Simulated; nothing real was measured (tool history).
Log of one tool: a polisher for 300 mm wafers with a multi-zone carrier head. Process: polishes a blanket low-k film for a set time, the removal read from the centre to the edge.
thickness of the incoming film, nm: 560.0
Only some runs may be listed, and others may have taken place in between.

| run | hour | flow of slurry (ml/min) | pressure of the head's centre zone | pressure of the head's middle zone | pressure of the head's edge zone | abrasive content of the slurry | polishing time (s) | film removed at the wafer's centre (angstrom) | film removed at mid-radius (angstrom) | film removed at the wafer's edge (angstrom) |
|---|---|---|---|---|---|---|---|---|---|---|
| 1 | 0.0 | 190 | 1.00 | 1.00 | 1.00 | 1.00 | 74 | 351.83 | 356.95 | 344.57 |
| 2 | 4.9 | 190 | 0.98 | 0.99 | 1.04 | 1.10 | 74 | 359.70 | 367.88 | 362.94 |
| 3 | 7.5 | 190 | 0.98 | 0.99 | 1.04 | 0.95 | 74 | 339.20 | 344.90 | 332.46 |
| 4 | 13.5 | 190 | 0.90 | 0.99 | 1.04 | 0.95 | 74 | 307.14 | 337.70 | 344.45 |
| 5 | 15.4 | 190 | 0.90 | 0.99 | 1.11 | 0.95 | 74 | 308.29 | 345.76 | 355.06 |
| 6 | 18.7 | 190 | 0.90 | 0.99 | 1.11 | 0.95 | 83 | 349.41 | 386.75 | 394.39 |
| 7 | 22.0 | 200 | 0.89 | 0.98 | 1.13 | 1.00 | 83 | 358.64 | 399.56 | 408.73 |
| 8 | 30.3 | 200 | 0.88 | 0.97 | 1.14 | 1.05 | 83 | 353.20 | 406.49 | 418.32 |
| 9 | 36.8 | 240 | 0.91 | 0.89 | 1.19 | 1.30 | 84 | 419.66 | 441.59 | 496.77 |
| 10 | 44.8 | 235 | 0.90 | 0.89 | 1.19 | 1.30 | 84 | 417.64 | 437.27 | 499.77 |
| 11 | 46.0 | 235 | 0.89 | 0.90 | 1.19 | 1.30 | 84 | 414.01 | 437.45 | 508.13 |

Expected results for the next run?
| 12 | 50.6 | 235 | 0.89 | 0.91 | 1.18 | 1.30 | 84 | ? | ? | ? |

{"run 12": {"film removed at the wafer's centre (angstrom)": 417.07, "film removed at mid-radius (angstrom)": 448.06, "film removed at the wafer's edge (angstrom)": 491.98}}

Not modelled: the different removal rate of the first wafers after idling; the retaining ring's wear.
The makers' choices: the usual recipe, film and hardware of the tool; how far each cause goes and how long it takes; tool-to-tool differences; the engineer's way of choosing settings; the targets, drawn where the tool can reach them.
